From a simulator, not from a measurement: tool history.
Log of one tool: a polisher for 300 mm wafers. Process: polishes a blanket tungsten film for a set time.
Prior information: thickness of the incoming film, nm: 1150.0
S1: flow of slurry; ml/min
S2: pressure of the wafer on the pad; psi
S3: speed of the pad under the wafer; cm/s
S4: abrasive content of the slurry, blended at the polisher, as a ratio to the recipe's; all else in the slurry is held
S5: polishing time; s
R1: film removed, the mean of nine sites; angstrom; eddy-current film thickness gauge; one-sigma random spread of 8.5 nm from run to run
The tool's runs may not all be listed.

run 1 hour=0.0 | S1=305 S2=4.3 S3=98 S4=1.00 S5=99 | R1=6103.5
run 2 hour=6.2 | S1=305 S2=4.3 S3=98 S4=0.85 S5=99 | R1=5862.3
run 3 hour=13.1 | S1=305 S2=4.3 S3=78 S4=0.85 S5=99 | R1=4780.0
run 4 hour=16.4 | S1=305 S2=4.9 S3=78 S4=0.85 S5=99 | R1=5359.1
run 5 hour=22.6 | S1=305 S2=5.4 S3=80 S4=0.85 S5=99 | R1=6059.3
run 6 hour=27.8 | S1=305 S2=5.4 S3=80 S4=1.00 S5=99 | R1=6218.1

Run 7 has not been measured yet. What should we expect?
run 7 hour=34.1 | S1=305 S2=5.7 S3=82 S4=1.00 S5=99 | R1=?

Run 7 measured R1 6745.2 angstrom.
